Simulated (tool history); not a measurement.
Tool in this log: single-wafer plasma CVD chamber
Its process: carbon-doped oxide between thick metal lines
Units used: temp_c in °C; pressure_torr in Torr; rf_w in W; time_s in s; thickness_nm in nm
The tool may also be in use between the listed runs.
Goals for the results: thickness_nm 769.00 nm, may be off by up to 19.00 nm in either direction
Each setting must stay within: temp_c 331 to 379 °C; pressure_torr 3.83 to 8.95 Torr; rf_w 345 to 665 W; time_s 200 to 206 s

run 1 hour=0.0 | temp_c=355 pressure_torr=6.39 rf_w=505 time_s=200 | thickness_nm=964.15
run 2 hour=8.8 | temp_c=355 pressure_torr=6.39 rf_w=570 time_s=200 | thickness_nm=1050.80
run 3 hour=17.1 | temp_c=357 pressure_torr=6.22 rf_w=530 time_s=200 | thickness_nm=995.79
run 4 hour=17.7 | temp_c=357 pressure_torr=5.43 rf_w=530 time_s=200 | thickness_nm=969.79
run 5 hour=26.3 | temp_c=357 pressure_torr=5.43 rf_w=530 time_s=206 | thickness_nm=992.77
run 6 hour=35.1 | temp_c=357 pressure_torr=6.57 rf_w=530 time_s=206 | thickness_nm=1022.50
run 7 hour=39.3 | temp_c=358 pressure_torr=6.40 rf_w=500 time_s=205 | thickness_nm=974.09
run 8 hour=43.6 | temp_c=359 pressure_torr=6.20 rf_w=475 time_s=204 | thickness_nm=931.04
run 9 hour=51.6 | temp_c=360 pressure_torr=6.00 rf_w=455 time_s=203 | thickness_nm=888.58
run 10 hour=53.0 | temp_c=361 pressure_torr=5.79 rf_w=445 time_s=203 | thickness_nm=861.07
run 11 hour=57.3 | temp_c=362 pressure_torr=5.57 rf_w=440 time_s=203 | thickness_nm=839.31
run 12 hour=63.8 | temp_c=364 pressure_torr=5.43 rf_w=440 time_s=203 | thickness_nm=833.92
run 13 hour=68.2 | temp_c=365 pressure_torr=5.29 rf_w=435 time_s=203 | thickness_nm=816.53
run 14 hour=73.5 | temp_c=366 pressure_torr=5.21 rf_w=435 time_s=203 | thickness_nm=813.13
run 15 hour=81.1 | temp_c=367 pressure_torr=5.12 rf_w=435 time_s=203 | thickness_nm=806.96
run 16 hour=87.9 | temp_c=368 pressure_torr=5.04 rf_w=435 time_s=203 | thickness_nm=804.71
run 17 hour=96.1 | temp_c=369 pressure_torr=4.95 rf_w=435 time_s=203 | thickness_nm=800.04
run 18 hour=96.7 | temp_c=370 pressure_torr=4.87 rf_w=435 time_s=203 | thickness_nm=790.57

Which of these 5 next moves meets every target?
run A hour=97.3 | temp_c=374 pressure_torr=5.99 rf_w=440 time_s=200 | thickness_nm=?
run B hour=97.3 | temp_c=370 pressure_torr=4.35 rf_w=435 time_s=200 | thickness_nm=?
run C hour=97.3 | temp_c=367 pressure_torr=5.11 rf_w=395 time_s=200 | thickness_nm=?
run D hour=97.3 | temp_c=374 pressure_torr=5.29 rf_w=455 time_s=203 | thickness_nm=?
run E hour=97.3 | temp_c=379 pressure_torr=5.02 rf_w=405 time_s=200 | thickness_nm=?

move=A thickness_nm=807.92
move=B thickness_nm=759.44
move=C thickness_nm=718.49
move=D thickness_nm=828.40
move=E thickness_nm=714.89
A: the biggest miss grows against the last run
B: all results in spec
C: pushes the last run's worst result past its target
D: the biggest miss grows against the last run
E: pushes the last run's worst result past its target
Answer: B
